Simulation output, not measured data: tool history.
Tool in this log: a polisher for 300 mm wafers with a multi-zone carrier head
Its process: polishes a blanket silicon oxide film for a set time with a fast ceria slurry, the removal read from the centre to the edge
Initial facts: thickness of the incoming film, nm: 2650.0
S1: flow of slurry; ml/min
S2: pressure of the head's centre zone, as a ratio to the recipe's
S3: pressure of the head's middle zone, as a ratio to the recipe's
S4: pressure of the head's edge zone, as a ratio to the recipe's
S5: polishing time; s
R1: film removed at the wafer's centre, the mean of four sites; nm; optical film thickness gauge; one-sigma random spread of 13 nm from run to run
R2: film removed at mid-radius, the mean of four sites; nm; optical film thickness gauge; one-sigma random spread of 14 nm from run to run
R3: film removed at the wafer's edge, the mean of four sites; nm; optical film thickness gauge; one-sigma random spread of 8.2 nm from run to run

Run 1, hour 0: S1 295 ml/min, S2 1, S3 1, S4 1, S5 44 s. Result: R1 767.66 nm, R2 778.29 nm, R3 765.95 nm.
Run 2, hour 8.9: S1 300 ml/min, S2 1.01, S3 0.98, S4 1.04, S5 48 s. Result: R1 839.45 nm, R2 847 nm, R3 856.6 nm.
Run 3, hour 10: S1 300 ml/min, S2 1.01, S3 0.98, S4 1.07, S5 48 s. Result: R1 835.56 nm, R2 825.64 nm, R3 870.23 nm.
Run 4, hour 17: S1 300 ml/min, S2 1.01, S3 1.04, S4 1.07, S5 48 s. Result: R1 841.35 nm, R2 875.12 nm, R3 874.07 nm.
Run 5, hour 18.6: S1 300 ml/min, S2 1.01, S3 1.04, S4 1.07, S5 54 s. Result: R1 958.59 nm, R2 1007.5 nm, R3 970.88 nm.
Run 6, hour 20: S1 310 ml/min, S2 1.03, S3 1.01, S4 1.1, S5 56 s. Result: R1 1012.5 nm, R2 1010.8 nm, R3 1036.2 nm.
Run 7, hour 26.3: S1 315 ml/min, S2 1.05, S3 0.99, S4 1.12, S5 57 s. Result: R1 1050 nm, R2 1000.5 nm, R3 1055.8 nm.

The next listed run, before its measurement:
Run 8, hour 33.9: S1 320 ml/min, S2 1.06, S3 0.97, S4 1.14, S5 58 s. Result: R1 ?, R2 ?, R3 ?.

For run 8 the tool returned R1 1050 nm, R2 1014 nm, R3 1082.4 nm.
